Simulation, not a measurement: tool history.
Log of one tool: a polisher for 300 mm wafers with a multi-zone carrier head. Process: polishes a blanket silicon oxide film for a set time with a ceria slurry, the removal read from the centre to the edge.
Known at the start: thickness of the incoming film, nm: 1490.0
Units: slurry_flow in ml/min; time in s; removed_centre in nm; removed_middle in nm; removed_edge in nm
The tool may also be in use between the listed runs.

| run | hour | slurry_flow | centre_zone | middle_zone | edge_zone | time | removed_centre | removed_middle | removed_edge |
|---|---|---|---|---|---|---|---|---|---|
| 1 | 0.0 | 295 | 1.00 | 1.00 | 1.00 | 83 | 437.71 | 449.89 | 444.17 |
| 2 | 6.3 | 295 | 1.00 | 1.02 | 1.05 | 90 | 471.84 | 493.02 | 491.35 |
| 3 | 12.5 | 260 | 1.00 | 1.02 | 1.05 | 90 | 465.82 | 488.76 | 481.70 |
| 4 | 17.9 | 260 | 1.00 | 0.99 | 1.05 | 90 | 465.70 | 471.71 | 485.09 |
| 5 | 21.8 | 290 | 1.00 | 1.01 | 1.09 | 95 | 495.14 | 518.54 | 524.81 |
| 6 | 23.8 | 335 | 1.00 | 1.01 | 1.09 | 95 | 500.32 | 519.01 | 545.45 |
| 7 | 24.9 | 360 | 1.01 | 1.04 | 1.11 | 98 | 525.03 | 558.98 | 552.21 |
| 8 | 33.2 | 370 | 1.01 | 1.04 | 1.13 | 102 | 551.85 | 577.93 | 569.41 |
| 9 | 38.0 | 375 | 0.99 | 1.04 | 1.14 | 106 | 561.59 | 601.63 | 606.76 |

Forecast run 10:
| 10 | 46.2 | 380 | 0.99 | 1.04 | 1.15 | 108 | ? | ? | ? |

removed_centre: 575.96 nm
removed_middle: 615.04 nm
removed_edge: 625.00 nm

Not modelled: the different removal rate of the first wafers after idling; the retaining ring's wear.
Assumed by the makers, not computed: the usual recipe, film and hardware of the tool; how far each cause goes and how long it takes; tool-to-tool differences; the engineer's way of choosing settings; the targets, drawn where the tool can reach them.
